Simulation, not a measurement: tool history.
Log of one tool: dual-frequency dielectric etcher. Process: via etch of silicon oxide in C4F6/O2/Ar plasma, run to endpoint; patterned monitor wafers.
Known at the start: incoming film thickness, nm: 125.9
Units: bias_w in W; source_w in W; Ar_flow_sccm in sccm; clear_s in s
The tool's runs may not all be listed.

run,hour,bias_w,source_w,Ar_flow_sccm,clear_s
1,0.0,629,400,260,26.485
2,1.6,629,400,290,27.069
3,2.4,705,400,290,25.882
4,4.6,705,400,311,26.385
5,7.0,705,450,311,25.245
6,14.0,648,450,311,26.070
7,16.4,672,450,311,25.610
8,22.5,692,450,311,25.502
9,25.7,712,450,311,24.829
10,30.9,784,450,311,24.307

Run 11 comes next. What will it give?
11,37.1,792,450,311,?

Run 11 gave clear_s 24.184 s.
